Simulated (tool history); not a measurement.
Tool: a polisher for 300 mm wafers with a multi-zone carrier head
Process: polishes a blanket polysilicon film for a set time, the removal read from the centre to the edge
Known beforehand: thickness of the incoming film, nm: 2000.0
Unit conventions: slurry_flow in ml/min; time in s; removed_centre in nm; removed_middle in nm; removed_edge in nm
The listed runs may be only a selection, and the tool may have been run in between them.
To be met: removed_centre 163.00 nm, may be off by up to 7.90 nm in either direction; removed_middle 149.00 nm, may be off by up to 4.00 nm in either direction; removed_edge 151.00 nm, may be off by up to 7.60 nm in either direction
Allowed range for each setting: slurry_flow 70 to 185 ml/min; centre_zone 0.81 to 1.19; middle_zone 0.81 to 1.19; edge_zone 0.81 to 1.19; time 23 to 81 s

Run 1, hour 0.0: slurry_flow 120 ml/min, centre_zone 1.00, middle_zone 1.00, edge_zone 1.00, time 52 s. Result: removed_centre 255.24 nm, removed_middle 260.31 nm, removed_edge 261.87 nm.
Run 2, hour 7.6: slurry_flow 115 ml/min, centre_zone 1.01, middle_zone 0.97, edge_zone 0.95, time 45 s. Result: removed_centre 217.40 nm, removed_middle 212.50 nm, removed_edge 221.01 nm.
Run 3, hour 13.3: slurry_flow 115 ml/min, centre_zone 1.01, middle_zone 0.97, edge_zone 0.88, time 45 s. Result: removed_centre 212.59 nm, removed_middle 214.66 nm, removed_edge 217.05 nm.
Run 4, hour 15.1: slurry_flow 115 ml/min, centre_zone 1.01, middle_zone 0.97, edge_zone 0.88, time 34 s. Result: removed_centre 166.41 nm, removed_middle 159.95 nm, removed_edge 162.39 nm.
Run 5, hour 21.0: slurry_flow 135 ml/min, centre_zone 1.01, middle_zone 0.97, edge_zone 0.88, time 34 s. Result: removed_centre 172.97 nm, removed_middle 170.31 nm, removed_edge 167.33 nm.
At hour 29.8: slurry nozzle cleaned.
Run 6, hour 29.8: slurry_flow 125 ml/min, centre_zone 1.03, middle_zone 0.97, edge_zone 0.86, time 33 s. Result: removed_centre 178.45 nm, removed_middle 169.53 nm, removed_edge 160.62 nm.
Run 7, hour 31.3: slurry_flow 115 ml/min, centre_zone 1.03, middle_zone 0.96, edge_zone 0.85, time 33 s. Result: removed_centre 172.67 nm, removed_middle 164.07 nm, removed_edge 160.87 nm.
Run 8, hour 38.9: slurry_flow 110 ml/min, centre_zone 1.03, middle_zone 0.95, edge_zone 0.84, time 32 s. Result: removed_centre 170.26 nm, removed_middle 160.62 nm, removed_edge 152.05 nm.
Run 9, hour 44.1: slurry_flow 105 ml/min, centre_zone 1.02, middle_zone 0.93, edge_zone 0.85, time 32 s. Result: removed_centre 164.04 nm, removed_middle 156.27 nm, removed_edge 153.34 nm.

Exactly one of the 5 candidate moves below puts every result within its allowed miss. Which one?
Run A, hour 49.3: slurry_flow 100 ml/min, centre_zone 0.94, middle_zone 0.98, edge_zone 0.81, time 34 s. Result: removed_centre ?, removed_middle ?, removed_edge ?.
Run B, hour 49.3: slurry_flow 130 ml/min, centre_zone 1.01, middle_zone 1.06, edge_zone 0.81, time 31 s. Result: removed_centre ?, removed_middle ?, removed_edge ?.
Run C, hour 49.3: slurry_flow 105 ml/min, centre_zone 0.97, middle_zone 1.00, edge_zone 0.81, time 33 s. Result: removed_centre ?, removed_middle ?, removed_edge ?.
Run D, hour 49.3: slurry_flow 90 ml/min, centre_zone 1.04, middle_zone 0.90, edge_zone 0.84, time 33 s. Result: removed_centre ?, removed_middle ?, removed_edge ?.
Run E, hour 49.3: slurry_flow 100 ml/min, centre_zone 1.00, middle_zone 0.95, edge_zone 0.83, time 32 s. Result: removed_centre ?, removed_middle ?, removed_edge ?.

move  removed_centre  removed_middle  removed_edge
   A          154.50          169.47        156.12
   B          162.88          173.64        148.56
   C          157.11          168.90        152.83
   D          160.34          150.71        151.06
   E          154.74          156.12        148.56
A: its largest miss is bigger than the last run's
B: its largest miss is bigger than the last run's
C: its largest miss is bigger than the last run's
D: each result inside its tolerance
E: about the same distance from the targets as the last run
The move that meets every target is D.

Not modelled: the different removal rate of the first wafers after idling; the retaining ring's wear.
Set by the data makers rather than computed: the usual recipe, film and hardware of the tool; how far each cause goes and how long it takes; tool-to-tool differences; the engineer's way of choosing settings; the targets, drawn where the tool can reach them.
